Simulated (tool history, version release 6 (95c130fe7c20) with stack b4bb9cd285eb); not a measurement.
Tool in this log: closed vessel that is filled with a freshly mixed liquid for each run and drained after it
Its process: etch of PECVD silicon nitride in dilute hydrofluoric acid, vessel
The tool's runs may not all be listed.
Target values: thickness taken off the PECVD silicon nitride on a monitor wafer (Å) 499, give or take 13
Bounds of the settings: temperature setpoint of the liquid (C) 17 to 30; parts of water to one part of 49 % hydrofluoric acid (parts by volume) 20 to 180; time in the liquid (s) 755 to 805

run  hour  temperature setpoint of the liquid (C)  parts of water to one part of 49 % hydrofluoric acid (parts by volume)  time in the liquid (s)  thickness taken off the PECVD silicon nitride on a monitor wafer (Å)
  1     0                                      22                                                                     100                     755                                                                282.11
  2   3.2                                      24                                                                     100                     755                                                                320.76
  3   6.6                                      24                                                                     100                     805                                                                346.64
  4  10.8                                      24                                                                     100                     805                                                                343.59
  5  18.1                                    25.5                                                                     100                     805                                                                 379.6
  6  25.9                                    25.5                                                                     125                     805                                                                303.68
  7  27.6                                      27                                                                     120                     805                                                                348.19
  8  35.9                                      28                                                                     115                     805                                                                390.05
  9  45.3                                      28                                                                     115                     805                                                                388.31
 10  52.5                                    28.5                                                                     110                     805                                                                420.13
 11  59.8                                      29                                                                     110                     805                                                                430.78

Next run, 5 choices. One meets every target within its allowed miss, the rest don't. Which?
  A  67.1                                      30                                                                     105                     795                                                                     ?
  B  67.1                                      27                                                                      75                     755                                                                     ?
  C  67.1                                    27.5                                                                     105                     800                                                                     ?
  D  67.1                                      30                                                                      95                     765                                                                     ?
  E  67.1                                      30                                                                     140                     765                                                                     ?

move  thickness taken off the PECVD silicon nitride on a monitor wafer (Å)
   A                                                                470.11
   B                                                                515.85
   C                                                                 403.9
   D                                                                500.28
   E                                                                338.32
A: an improvement on the last run, though not all results are within tolerance
B: moves the result that the last run missed by most past its target, out the other side
C: further off than the last run
D: every result within its allowed miss
E: further off than the last run
The move that meets every target is D.
